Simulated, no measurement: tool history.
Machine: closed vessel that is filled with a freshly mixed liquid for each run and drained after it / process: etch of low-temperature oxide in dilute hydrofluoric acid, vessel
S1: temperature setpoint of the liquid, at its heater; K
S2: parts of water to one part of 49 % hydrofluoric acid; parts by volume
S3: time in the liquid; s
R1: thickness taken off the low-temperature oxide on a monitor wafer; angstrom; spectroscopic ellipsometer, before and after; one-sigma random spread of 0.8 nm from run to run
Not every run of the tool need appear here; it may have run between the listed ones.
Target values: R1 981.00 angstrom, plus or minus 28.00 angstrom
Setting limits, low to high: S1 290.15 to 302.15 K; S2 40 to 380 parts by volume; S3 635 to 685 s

| run | hour | S1 | S2 | S3 | R1 |
|---|---|---|---|---|---|
| 1 | 0.0 | 294.15 | 210 | 635 | 359.04 |
| 2 | 5.7 | 296.65 | 170 | 635 | 505.00 |
| 3 | 12.8 | 296.65 | 245 | 635 | 329.77 |
| 4 | 14.5 | 296.65 | 245 | 685 | 353.47 |
| 5 | 17.7 | 296.65 | 245 | 685 | 349.12 |
| 6 | 21.0 | 296.65 | 245 | 635 | 327.80 |
| 7 | 28.8 | 298.15 | 195 | 635 | 457.11 |
| 8 | 36.1 | 299.15 | 160 | 635 | 599.41 |
| 9 | 44.8 | 300.15 | 140 | 635 | 720.56 |
| 10 | 49.0 | 300.65 | 130 | 635 | 814.76 |
| 11 | 55.1 | 301.15 | 125 | 635 | 873.13 |
| 12 | 55.7 | 301.65 | 120 | 635 | 924.73 |

Exercise: of the 5 proposed moves below, exactly one satisfies all targets within the stated allowed misses. Which move is it?
| A | 56.3 | 300.65 | 115 | 670 | ? |
| B | 56.3 | 298.65 | 115 | 645 | ? |
| C | 56.3 | 297.65 | 120 | 685 | ? |
| D | 56.3 | 302.15 | 115 | 685 | ? |
| E | 56.3 | 299.65 | 125 | 665 | ? |

| move | R1 |
|---|---|
| A | 991.40 |
| B | 884.08 |
| C | 860.31 |
| D | 1072.50 |
| E | 860.51 |
A: all results land within tolerance of their targets
B: moves away from the targets compared with the last run
C: moves away from the targets compared with the last run
D: pushes the last run's worst result past its target
E: moves away from the targets compared with the last run
Correct choice: A, which meets every target
